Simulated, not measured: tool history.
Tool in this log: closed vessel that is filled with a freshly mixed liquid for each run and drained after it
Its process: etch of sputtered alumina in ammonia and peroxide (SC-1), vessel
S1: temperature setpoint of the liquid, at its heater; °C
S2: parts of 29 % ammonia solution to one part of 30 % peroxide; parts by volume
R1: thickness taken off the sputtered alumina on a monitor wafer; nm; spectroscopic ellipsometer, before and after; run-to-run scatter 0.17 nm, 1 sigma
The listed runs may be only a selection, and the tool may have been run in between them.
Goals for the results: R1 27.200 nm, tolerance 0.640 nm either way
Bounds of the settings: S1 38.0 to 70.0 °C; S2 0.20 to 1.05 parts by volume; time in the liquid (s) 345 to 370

Run 1, hour 0.0: S1 54.0 °C, S2 0.55 parts by volume, time in the liquid (s) 345. Result: R1 38.989 nm.
Run 2, hour 5.5: S1 50.5 °C, S2 0.55 parts by volume, time in the liquid (s) 345. Result: R1 32.567 nm.
Run 3, hour 13.1: S1 49.5 °C, S2 0.55 parts by volume, time in the liquid (s) 345. Result: R1 30.526 nm.
Run 4, hour 21.1: S1 49.0 °C, S2 0.55 parts by volume, time in the liquid (s) 345. Result: R1 29.181 nm.
Run 5, hour 25.8: S1 48.5 °C, S2 0.55 parts by volume, time in the liquid (s) 345. Result: R1 29.027 nm.
Run 6, hour 35.2: S1 48.5 °C, S2 0.55 parts by volume, time in the liquid (s) 370. Result: R1 30.797 nm.
Run 7, hour 39.6: S1 48.0 °C, S2 0.55 parts by volume, time in the liquid (s) 370. Result: R1 30.094 nm.
Run 8, hour 45.1: S1 47.5 °C, S2 0.55 parts by volume, time in the liquid (s) 370. Result: R1 29.372 nm.
Run 9, hour 51.5: S1 47.0 °C, S2 0.55 parts by volume, time in the liquid (s) 370. Result: R1 28.342 nm.

4 next moves are on the table. One of them brings every result within its allowed miss. Which?
Run A, hour 57.9: S1 46.5 °C, S2 0.45 parts by volume, time in the liquid (s) 370. Result: R1 ?.
Run B, hour 57.9: S1 48.5 °C, S2 0.55 parts by volume, time in the liquid (s) 345. Result: R1 ?.
Run C, hour 57.9: S1 49.0 °C, S2 0.50 parts by volume, time in the liquid (s) 345. Result: R1 ?.
Run D, hour 57.9: S1 47.0 °C, S2 0.45 parts by volume, time in the liquid (s) 345. Result: R1 ?.

move      R1
   A  26.950
   B  28.646
   C  29.186
   D  25.846
A: hits every target within its allowed miss
B: its largest miss is bigger than the last run's
C: its largest miss is bigger than the last run's
D: pushes the last run's worst result past its target
Go with A: it meets all targets.
